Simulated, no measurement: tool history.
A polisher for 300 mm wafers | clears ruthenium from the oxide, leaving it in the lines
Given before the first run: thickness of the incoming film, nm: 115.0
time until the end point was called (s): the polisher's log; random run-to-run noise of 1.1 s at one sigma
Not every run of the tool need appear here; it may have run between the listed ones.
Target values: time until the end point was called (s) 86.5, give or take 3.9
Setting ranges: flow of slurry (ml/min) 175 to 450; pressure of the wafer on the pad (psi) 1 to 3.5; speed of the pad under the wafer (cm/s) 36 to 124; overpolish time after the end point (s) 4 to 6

run,hour,flow of slurry (ml/min),pressure of the wafer on the pad (psi),speed of the pad under the wafer (cm/s),overpolish time after the end point (s),time until the end point was called (s)
1,0,290,2.2,80,6,106
2,5.6,290,2.3,80,6,100.43
3,10.4,290,2.1,80,6,111.15
4,18.8,290,2.2,80,6,108.05
5,20.6,290,2.2,80,6,105.87
6,24.2,320,2.2,80,6,104.17
7,26.6,320,2.3,80,6,101.44
8,35.1,320,2.4,80,6,98.641

Which single option among these 4 for the next run brings every result within its allowed miss of target? Just one does.
A,43.6,325,2,80,4,?
B,43.6,310,2.6,84,5,?
C,43.6,280,2,78,6,?
D,43.6,440,2.1,72,6,?

move,time until the end point was called (s)
A,115.97
B,86.281
C,120.62
D,119.75
A: lands further from the targets than the last run did
B: every result lands within tolerance
C: lands further from the targets than the last run did
D: lands further from the targets than the last run did
Go with B: it meets all targets.
